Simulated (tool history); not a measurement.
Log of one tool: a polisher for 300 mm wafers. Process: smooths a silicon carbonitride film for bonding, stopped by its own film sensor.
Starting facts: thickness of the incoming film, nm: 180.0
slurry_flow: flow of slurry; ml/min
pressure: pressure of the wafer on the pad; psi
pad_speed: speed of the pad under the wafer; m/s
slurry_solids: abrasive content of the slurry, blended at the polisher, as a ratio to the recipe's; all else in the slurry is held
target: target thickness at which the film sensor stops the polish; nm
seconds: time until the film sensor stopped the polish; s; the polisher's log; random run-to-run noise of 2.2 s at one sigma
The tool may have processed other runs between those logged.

run,hour,slurry_flow,pressure,pad_speed,slurry_solids,target,seconds
1,0,200,2.5,1.16,1,117,158.92
2,7.6,200,2.5,1.16,1,114,169.24
3,14.3,175,2.5,1.16,1,114,167.77
4,20.2,175,2.5,1.16,1,114,168.68
5,24.3,175,2.5,1.16,1.1,114,162.53
6,28.5,175,2.5,1.16,0.9,114,180.85

Run 7 is up next; what results do you expect?
7,36.3,175,2.4,1.16,0.9,114,?

Run 7 yielded seconds 182.6 s.
